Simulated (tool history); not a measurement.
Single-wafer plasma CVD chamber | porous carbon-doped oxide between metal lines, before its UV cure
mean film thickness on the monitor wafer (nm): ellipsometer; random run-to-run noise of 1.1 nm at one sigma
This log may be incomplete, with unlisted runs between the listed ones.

run    day  heater temperature setpoint (K)  RF power (kW)  deposition time (s)  mean film thickness on the monitor wafer (nm)
  1      0                           553.15          0.595                 38.4                                         250.43
  2  0.038                           553.15          0.535                 38.4                                         225.57
  3  0.312                           553.15           0.57                 38.4                                         241.01
  4  0.517                           547.15           0.57                 38.4                                          251.1
  5  0.692                           555.15           0.57                 38.4                                         237.61
  6  1.004                           555.15           0.57                 36.5                                         225.94

Run 7, settings as shown, results not yet in. Your forecast:
  7  1.154                           551.15           0.58                 36.5                                              ?

{"run 7": {"mean film thickness on the monitor wafer (nm)": 236.26}}
